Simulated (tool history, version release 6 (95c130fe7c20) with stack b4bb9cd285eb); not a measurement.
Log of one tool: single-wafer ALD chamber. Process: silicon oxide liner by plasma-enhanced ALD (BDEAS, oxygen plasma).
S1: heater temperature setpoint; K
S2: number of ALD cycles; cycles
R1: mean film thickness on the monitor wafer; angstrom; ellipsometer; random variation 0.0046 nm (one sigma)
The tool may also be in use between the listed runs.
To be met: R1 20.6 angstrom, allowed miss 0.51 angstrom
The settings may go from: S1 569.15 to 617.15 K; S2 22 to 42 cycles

run 1 hour=0 | S1=593.15 S2=32 | R1=26.646
run 2 hour=3.4 | S1=593.15 S2=31 | R1=25.749
run 3 hour=12.2 | S1=593.15 S2=34 | R1=28.181
run 4 hour=19.5 | S1=597.15 S2=34 | R1=28.014
run 5 hour=26.7 | S1=598.15 S2=32 | R1=26.397
run 6 hour=35.2 | S1=598.15 S2=29 | R1=23.858
-- hour=37.8 thermocouple changed; heater temperature recalibrated
run 7 hour=37.8 | S1=598.15 S2=28 | R1=23.267
run 8 hour=40.1 | S1=599.15 S2=24 | R1=19.895

5 next moves are on the table. One of them brings every result within its allowed miss. Which?
run A hour=42.4 | S1=596.15 S2=23 | R1=?
run B hour=42.4 | S1=603.15 S2=27 | R1=?
run C hour=42.4 | S1=603.15 S2=26 | R1=?
run D hour=42.4 | S1=596.15 S2=25 | R1=?
run E hour=42.4 | S1=602.15 S2=24 | R1=?

move=A R1=19.123
move=B R1=22.204
move=C R1=21.382
move=D R1=20.785
move=E R1=19.768
A: further off than the last run
B: takes the result that was furthest off past its target
C: takes the result that was furthest off past its target
D: meets every target
E: further off than the last run
Answer: D
